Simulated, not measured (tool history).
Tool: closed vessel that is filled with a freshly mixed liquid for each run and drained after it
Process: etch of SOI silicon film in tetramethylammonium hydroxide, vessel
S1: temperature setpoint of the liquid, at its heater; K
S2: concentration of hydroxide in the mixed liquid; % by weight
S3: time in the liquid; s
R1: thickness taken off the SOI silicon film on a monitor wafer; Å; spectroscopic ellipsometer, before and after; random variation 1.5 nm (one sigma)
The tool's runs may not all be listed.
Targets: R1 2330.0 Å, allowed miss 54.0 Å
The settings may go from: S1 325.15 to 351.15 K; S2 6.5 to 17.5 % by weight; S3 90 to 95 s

{"run": 1, "hour": 0.0, "S1": 338.15, "S2": 12.0, "S3": 90, "R1": 4358.6}
{"run": 2, "hour": 7.5, "S1": 340.65, "S2": 12.0, "S3": 90, "R1": 5071.2}
{"run": 3, "hour": 15.7, "S1": 340.65, "S2": 13.5, "S3": 90, "R1": 4840.8}
{"run": 4, "hour": 19.3, "S1": 340.65, "S2": 15.5, "S3": 90, "R1": 4528.0}
{"run": 5, "hour": 23.7, "S1": 340.65, "S2": 17.5, "S3": 90, "R1": 4317.7}
{"run": 6, "hour": 30.4, "S1": 336.15, "S2": 17.5, "S3": 90, "R1": 3315.8}
{"run": 7, "hour": 38.9, "S1": 334.15, "S2": 17.5, "S3": 90, "R1": 2917.3}
{"run": 8, "hour": 44.6, "S1": 333.15, "S2": 17.5, "S3": 90, "R1": 2728.0}
{"run": 9, "hour": 49.7, "S1": 333.15, "S2": 17.5, "S3": 90, "R1": 2771.3}
{"run": 10, "hour": 51.2, "S1": 332.15, "S2": 17.5, "S3": 90, "R1": 2567.2}
{"run": 11, "hour": 54.7, "S1": 330.15, "S2": 17.5, "S3": 90, "R1": 2259.6}

4 next moves are on the table. One of them brings every result within its allowed miss. Which?
{"run": "A", "hour": 58.2, "S1": 330.65, "S2": 17.5, "S3": 90, "R1": "?"}
{"run": "B", "hour": 58.2, "S1": 329.65, "S2": 17.5, "S3": 90, "R1": "?"}
{"run": "C", "hour": 58.2, "S1": 329.15, "S2": 17.5, "S3": 90, "R1": "?"}
{"run": "D", "hour": 58.2, "S1": 328.15, "S2": 17.0, "S3": 95, "R1": "?"}

move=A R1=2335.7
move=B R1=2191.1
move=C R1=2121.9
move=D R1=2123.3
A: meets every target
B: further off than the last run
C: further off than the last run
D: further off than the last run
Answer: A

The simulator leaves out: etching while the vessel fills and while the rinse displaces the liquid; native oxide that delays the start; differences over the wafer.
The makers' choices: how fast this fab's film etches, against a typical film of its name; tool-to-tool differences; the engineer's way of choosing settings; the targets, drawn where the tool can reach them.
